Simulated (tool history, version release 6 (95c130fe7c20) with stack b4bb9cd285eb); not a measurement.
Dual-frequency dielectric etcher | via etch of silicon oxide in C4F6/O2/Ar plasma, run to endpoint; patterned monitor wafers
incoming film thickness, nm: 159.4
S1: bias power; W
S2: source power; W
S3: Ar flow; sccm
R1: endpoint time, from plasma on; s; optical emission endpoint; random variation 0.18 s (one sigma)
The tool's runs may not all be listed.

run  hour   S1   S2   S3      R1
  1     0  571  370  390  35.321
  2   1.1  571  330  390  36.915
  3   8.3  654  330  390  35.212
  4  15.3  621  330  390  35.668
  5    18  621  390  390  34.205
  6  24.7  621  390  358  33.621
  7  30.9  582  380  360  34.735
  8    34  548  370  362  35.654
  9  42.2  520  360  363  36.492
 10  44.7  496  360  364  37.064
 11  51.6  475  360  364  37.423

Run 12 comes next. What will it give?
 12  54.4  457  360  365   ?

R1: 37.719 s
